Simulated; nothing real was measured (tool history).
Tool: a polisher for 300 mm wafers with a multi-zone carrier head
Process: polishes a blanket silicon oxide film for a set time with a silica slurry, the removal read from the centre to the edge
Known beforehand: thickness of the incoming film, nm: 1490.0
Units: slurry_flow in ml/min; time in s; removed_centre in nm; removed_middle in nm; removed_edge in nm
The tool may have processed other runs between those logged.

run,hour,slurry_flow,centre_zone,middle_zone,edge_zone,slurry_solids,time,removed_centre,removed_middle,removed_edge
1,0.0,295,1.00,1.00,1.00,1.00,65,244.54,238.39,238.57
2,0.9,300,0.99,1.03,0.97,0.90,65,232.68,235.50,230.59
3,2.6,305,1.00,1.07,0.94,0.80,64,218.56,221.42,205.38
4,6.9,280,1.00,1.07,0.94,0.80,64,215.91,220.13,198.70
5,11.6,280,0.97,1.07,0.94,0.80,64,211.31,219.21,204.58
6,20.6,270,0.96,1.10,0.92,0.75,64,197.01,220.57,197.50
7,27.7,260,0.96,1.11,0.90,0.75,64,202.45,226.70,197.60

Run 8, settings as shown, results not yet in. Your forecast:
8,32.4,260,0.94,1.11,0.85,0.60,63,?,?,?

Logged for run 8: removed_centre 174.04 nm, removed_middle 193.37 nm, removed_edge 170.92 nm.
